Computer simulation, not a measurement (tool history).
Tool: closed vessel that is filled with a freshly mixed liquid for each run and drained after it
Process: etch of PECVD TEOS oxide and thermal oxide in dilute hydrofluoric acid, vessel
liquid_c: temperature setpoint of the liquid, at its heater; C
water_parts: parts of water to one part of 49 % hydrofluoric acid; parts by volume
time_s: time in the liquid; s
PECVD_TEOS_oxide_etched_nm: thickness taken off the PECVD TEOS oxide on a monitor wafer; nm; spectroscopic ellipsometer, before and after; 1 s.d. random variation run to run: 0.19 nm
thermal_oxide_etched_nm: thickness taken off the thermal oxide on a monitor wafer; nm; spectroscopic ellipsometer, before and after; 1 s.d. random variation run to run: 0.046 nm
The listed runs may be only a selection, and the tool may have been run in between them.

Run 1, hour 0.0: liquid_c 24.0 C, water_parts 70 parts by volume, time_s 270 s. Result: PECVD_TEOS_oxide_etched_nm 42.879 nm, thermal_oxide_etched_nm 17.801 nm.
Run 2, hour 6.8: liquid_c 22.0 C, water_parts 75 parts by volume, time_s 270 s. Result: PECVD_TEOS_oxide_etched_nm 35.930 nm, thermal_oxide_etched_nm 15.276 nm.
Run 3, hour 13.9: liquid_c 21.0 C, water_parts 80 parts by volume, time_s 270 s. Result: PECVD_TEOS_oxide_etched_nm 32.395 nm, thermal_oxide_etched_nm 13.514 nm.
Run 4, hour 16.6: liquid_c 20.0 C, water_parts 80 parts by volume, time_s 270 s. Result: PECVD_TEOS_oxide_etched_nm 30.905 nm, thermal_oxide_etched_nm 12.975 nm.
Run 5, hour 19.9: liquid_c 19.0 C, water_parts 80 parts by volume, time_s 270 s. Result: PECVD_TEOS_oxide_etched_nm 29.902 nm, thermal_oxide_etched_nm 12.632 nm.
Run 6, hour 24.8: liquid_c 19.0 C, water_parts 80 parts by volume, time_s 370 s. Result: PECVD_TEOS_oxide_etched_nm 40.653 nm, thermal_oxide_etched_nm 17.186 nm.
Run 7, hour 31.4: liquid_c 18.5 C, water_parts 90 parts by volume, time_s 370 s. Result: PECVD_TEOS_oxide_etched_nm 35.004 nm, thermal_oxide_etched_nm 14.755 nm.
Run 8, hour 37.1: liquid_c 18.0 C, water_parts 95 parts by volume, time_s 370 s. Result: PECVD_TEOS_oxide_etched_nm 32.163 nm, thermal_oxide_etched_nm 13.661 nm.

For run 9, what comes out?
Run 9, hour 38.6: liquid_c 17.5 C, water_parts 100 parts by volume, time_s 370 s. Result: PECVD_TEOS_oxide_etched_nm ?, thermal_oxide_etched_nm ?.

PECVD_TEOS_oxide_etched_nm: 30.111 nm
thermal_oxide_etched_nm: 12.682 nm
